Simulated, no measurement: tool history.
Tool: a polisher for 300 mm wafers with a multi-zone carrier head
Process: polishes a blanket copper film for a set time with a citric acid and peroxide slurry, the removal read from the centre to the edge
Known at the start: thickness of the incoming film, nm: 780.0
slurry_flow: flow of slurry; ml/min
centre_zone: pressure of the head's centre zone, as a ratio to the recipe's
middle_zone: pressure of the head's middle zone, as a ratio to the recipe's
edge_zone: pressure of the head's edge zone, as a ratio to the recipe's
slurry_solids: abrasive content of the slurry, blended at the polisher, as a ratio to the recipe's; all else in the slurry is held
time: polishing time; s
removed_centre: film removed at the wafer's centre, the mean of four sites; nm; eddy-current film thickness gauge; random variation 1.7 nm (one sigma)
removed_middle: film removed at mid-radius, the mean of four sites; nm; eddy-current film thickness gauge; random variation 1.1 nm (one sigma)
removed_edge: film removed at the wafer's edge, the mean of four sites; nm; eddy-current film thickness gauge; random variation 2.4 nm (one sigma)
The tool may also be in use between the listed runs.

run,hour,slurry_flow,centre_zone,middle_zone,edge_zone,slurry_solids,time,removed_centre,removed_middle,removed_edge
1,0.0,285,1.00,1.00,1.00,1.00,62,206.13,204.60,201.66
2,6.5,280,0.97,0.97,0.98,0.90,62,192.43,197.85,200.46
3,9.3,280,0.97,0.95,0.97,0.80,61,179.22,181.31,193.81
4,10.0,280,0.97,0.91,0.97,0.80,61,179.81,177.24,187.63
5,15.7,280,0.97,0.91,0.91,0.80,61,177.15,175.84,184.17
6,24.2,275,0.96,0.89,0.89,0.80,61,177.02,171.69,177.59
# hour 31.9: slurry nozzle cleaned
7,31.9,270,0.94,0.88,0.89,0.80,61,184.22,176.41,187.02
8,33.7,275,0.95,0.89,0.90,0.75,61,181.66,175.54,180.42
9,42.1,275,0.93,0.89,0.92,0.75,59,174.32,171.33,180.76
10,43.9,275,0.93,0.89,0.92,0.75,59,170.57,173.43,183.22
11,51.1,275,0.93,0.89,0.92,0.70,59,170.04,166.44,182.08
12,58.2,275,0.92,0.90,0.90,0.65,58,162.13,161.85,170.47

Run 13 comes next. What will it give?
13,66.7,275,0.91,0.90,0.90,0.65,58,?,?,?

{"run 13": {"removed_centre": 159.64, "removed_middle": 164.43, "removed_edge": 173.04}}

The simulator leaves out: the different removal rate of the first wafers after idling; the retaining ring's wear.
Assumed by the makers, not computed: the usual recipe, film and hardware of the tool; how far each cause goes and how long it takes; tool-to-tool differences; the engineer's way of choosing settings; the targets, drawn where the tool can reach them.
